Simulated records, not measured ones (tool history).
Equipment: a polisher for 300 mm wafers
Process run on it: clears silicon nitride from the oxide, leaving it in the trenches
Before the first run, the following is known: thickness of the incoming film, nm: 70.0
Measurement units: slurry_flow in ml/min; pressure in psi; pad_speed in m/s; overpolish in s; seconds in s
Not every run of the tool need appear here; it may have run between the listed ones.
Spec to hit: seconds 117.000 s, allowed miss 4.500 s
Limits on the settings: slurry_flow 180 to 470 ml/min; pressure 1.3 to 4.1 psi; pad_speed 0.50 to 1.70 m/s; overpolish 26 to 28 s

run,hour,slurry_flow,pressure,pad_speed,overpolish,seconds
1,0.0,300,2.7,1.10,26,74.142
2,1.0,300,2.4,1.10,26,79.831
3,2.0,300,2.1,1.08,26,90.657
4,7.8,300,2.1,1.08,28,91.665
5,15.8,300,1.9,1.08,28,99.976
6,17.7,300,1.8,1.08,28,104.260
7,18.8,300,1.7,1.08,28,108.240
8,25.7,300,1.6,1.08,28,112.670

Exactly one of the 5 candidate moves below puts every result within its allowed miss. Which one?
A,32.6,305,1.6,1.12,26,?
B,32.6,180,2.0,0.92,26,?
C,32.6,350,1.7,1.10,28,?
D,32.6,340,1.6,1.12,28,?
E,32.6,315,1.5,1.18,26,?

move,seconds
A,106.530
B,115.080
C,102.390
D,105.580
E,105.970
A: lands further from the targets than the last run did
B: hits every target within its allowed miss
C: lands further from the targets than the last run did
D: lands further from the targets than the last run did
E: lands further from the targets than the last run did
Move B is the one to make.
